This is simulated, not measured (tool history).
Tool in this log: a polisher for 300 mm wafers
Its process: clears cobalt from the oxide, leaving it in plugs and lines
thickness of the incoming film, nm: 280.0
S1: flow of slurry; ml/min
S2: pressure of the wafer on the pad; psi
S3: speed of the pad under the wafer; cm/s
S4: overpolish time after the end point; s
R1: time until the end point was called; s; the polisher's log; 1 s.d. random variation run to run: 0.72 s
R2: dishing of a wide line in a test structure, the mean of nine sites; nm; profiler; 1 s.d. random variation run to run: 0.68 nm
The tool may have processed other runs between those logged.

run	hour	S1	S2	S3	S4	R1	R2
1	0.0	180	1.5	84	26	77.650	37.690
2	6.9	180	1.5	84	25	78.544	36.577
3	11.2	180	1.3	84	25	90.379	34.986
4	12.3	180	1.2	84	25	95.242	33.815
5	18.6	180	1.2	84	31	97.000	36.569
6	20.9	215	1.2	84	31	94.982	36.692
7	24.7	215	1.3	84	29	86.070	36.405
8	33.0	220	1.4	84	28	79.500	37.831
# hour 34.8: head pressure recalibrated
9	34.8	230	1.8	86	15	68.937	31.594

What does the tool deliver on the next run?
10	41.5	230	1.8	86	16	?	?

{"run 10": {"R1": 68.662, "R2": 31.975}}

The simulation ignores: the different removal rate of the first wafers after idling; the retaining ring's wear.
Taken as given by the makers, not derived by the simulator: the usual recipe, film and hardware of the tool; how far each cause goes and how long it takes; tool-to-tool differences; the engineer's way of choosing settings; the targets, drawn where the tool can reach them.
